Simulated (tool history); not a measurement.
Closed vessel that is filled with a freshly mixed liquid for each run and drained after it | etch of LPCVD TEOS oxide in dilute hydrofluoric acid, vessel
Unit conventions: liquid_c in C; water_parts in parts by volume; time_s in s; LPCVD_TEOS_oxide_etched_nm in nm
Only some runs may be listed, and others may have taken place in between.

run 1 hour=0 | liquid_c=21 water_parts=130 time_s=175 | LPCVD_TEOS_oxide_etched_nm=27.219
run 2 hour=4.8 | liquid_c=23 water_parts=130 time_s=175 | LPCVD_TEOS_oxide_etched_nm=29.146
run 3 hour=11.6 | liquid_c=24.5 water_parts=125 time_s=175 | LPCVD_TEOS_oxide_etched_nm=32.688
run 4 hour=15.8 | liquid_c=22.5 water_parts=125 time_s=175 | LPCVD_TEOS_oxide_etched_nm=30.385
run 5 hour=16.7 | liquid_c=24.5 water_parts=125 time_s=175 | LPCVD_TEOS_oxide_etched_nm=32.291
run 6 hour=22.9 | liquid_c=24.5 water_parts=90 time_s=175 | LPCVD_TEOS_oxide_etched_nm=46.726

What does the tool deliver on the next run?
run 7 hour=28.9 | liquid_c=23.5 water_parts=90 time_s=175 | LPCVD_TEOS_oxide_etched_nm=?

LPCVD_TEOS_oxide_etched_nm: 44.849 nm
